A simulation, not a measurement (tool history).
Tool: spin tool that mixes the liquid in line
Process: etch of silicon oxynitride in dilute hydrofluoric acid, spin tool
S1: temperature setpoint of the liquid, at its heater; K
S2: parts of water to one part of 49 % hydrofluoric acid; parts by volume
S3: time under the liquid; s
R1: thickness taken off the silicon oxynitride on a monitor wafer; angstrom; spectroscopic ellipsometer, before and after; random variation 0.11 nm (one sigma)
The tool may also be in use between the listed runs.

{"run": 1, "hour": 0.0, "S1": 295.15, "S2": 90, "S3": 300, "R1": 84.436}
{"run": 2, "hour": 4.6, "S1": 295.15, "S2": 120, "S3": 300, "R1": 60.629}
{"run": 3, "hour": 12.7, "S1": 295.15, "S2": 100, "S3": 300, "R1": 75.054}
{"run": 4, "hour": 17.2, "S1": 295.15, "S2": 100, "S3": 300, "R1": 75.321}
{"run": 5, "hour": 20.9, "S1": 297.65, "S2": 95, "S3": 300, "R1": 88.574}
{"run": 6, "hour": 26.5, "S1": 301.15, "S2": 95, "S3": 300, "R1": 105.69}
{"run": 7, "hour": 31.5, "S1": 301.65, "S2": 90, "S3": 300, "R1": 114.56}

The next listed run, before its measurement:
{"run": 8, "hour": 34.0, "S1": 302.15, "S2": 90, "S3": 300, "R1": "?"}

{"run 8": {"R1": 118.96}}

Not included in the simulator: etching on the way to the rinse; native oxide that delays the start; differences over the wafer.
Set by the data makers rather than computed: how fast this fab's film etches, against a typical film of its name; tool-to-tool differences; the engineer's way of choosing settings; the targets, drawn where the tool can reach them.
